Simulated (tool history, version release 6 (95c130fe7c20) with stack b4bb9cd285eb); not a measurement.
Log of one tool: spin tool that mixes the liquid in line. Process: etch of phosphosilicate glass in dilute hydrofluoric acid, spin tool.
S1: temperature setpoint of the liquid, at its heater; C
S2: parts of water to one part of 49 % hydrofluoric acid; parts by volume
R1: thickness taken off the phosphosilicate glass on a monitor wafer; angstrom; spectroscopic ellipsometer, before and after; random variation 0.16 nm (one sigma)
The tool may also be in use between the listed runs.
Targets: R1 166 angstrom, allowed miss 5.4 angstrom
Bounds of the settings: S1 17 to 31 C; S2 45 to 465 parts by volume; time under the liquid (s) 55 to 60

Run 1, hour 0: S1 23 C, S2 255 parts by volume, time under the liquid (s) 55. Result: R1 135.13 angstrom.
Run 2, hour 5: S1 24 C, S2 255 parts by volume, time under the liquid (s) 55. Result: R1 138.07 angstrom.
Run 3, hour 10.1: S1 25 C, S2 255 parts by volume, time under the liquid (s) 55. Result: R1 144.41 angstrom.
Run 4, hour 18.7: S1 25.5 C, S2 255 parts by volume, time under the liquid (s) 55. Result: R1 145.21 angstrom.
Run 5, hour 27.4: S1 22 C, S2 255 parts by volume, time under the liquid (s) 55. Result: R1 130.06 angstrom.
Run 6, hour 36.3: S1 23 C, S2 255 parts by volume, time under the liquid (s) 55. Result: R1 131.64 angstrom.
Run 7, hour 38.9: S1 24 C, S2 255 parts by volume, time under the liquid (s) 55. Result: R1 139.09 angstrom.
Run 8, hour 45.9: S1 24 C, S2 255 parts by volume, time under the liquid (s) 55. Result: R1 136.83 angstrom.
Run 9, hour 49.8: S1 25 C, S2 255 parts by volume, time under the liquid (s) 55. Result: R1 140.25 angstrom.
Run 10, hour 54.3: S1 26 C, S2 255 parts by volume, time under the liquid (s) 55. Result: R1 147.67 angstrom.
Run 11, hour 62.4: S1 26.5 C, S2 255 parts by volume, time under the liquid (s) 55. Result: R1 153.08 angstrom.
Run 12, hour 65: S1 27 C, S2 255 parts by volume, time under the liquid (s) 55. Result: R1 153.26 angstrom.
Run 13, hour 73.1: S1 27.5 C, S2 255 parts by volume, time under the liquid (s) 55. Result: R1 154.91 angstrom.
Run 14, hour 73.8: S1 28 C, S2 255 parts by volume, time under the liquid (s) 55. Result: R1 157.57 angstrom.

5 next moves are on the table. One of them brings every result within its allowed miss. Which?
Run A, hour 74.5: S1 28.5 C, S2 250 parts by volume, time under the liquid (s) 60. Result: R1 ?.
Run B, hour 74.5: S1 27.5 C, S2 270 parts by volume, time under the liquid (s) 55. Result: R1 ?.
Run C, hour 74.5: S1 29.5 C, S2 285 parts by volume, time under the liquid (s) 55. Result: R1 ?.
Run D, hour 74.5: S1 25.5 C, S2 245 parts by volume, time under the liquid (s) 60. Result: R1 ?.
Run E, hour 74.5: S1 29 C, S2 275 parts by volume, time under the liquid (s) 55. Result: R1 ?.

move      R1
   A  179.65
   B  144.19
   C  143.64
   D  166.15
   E  148.06
A: takes the result that was furthest off past its target
B: further off than the last run
C: further off than the last run
D: meets every target
E: further off than the last run
The right move is D.
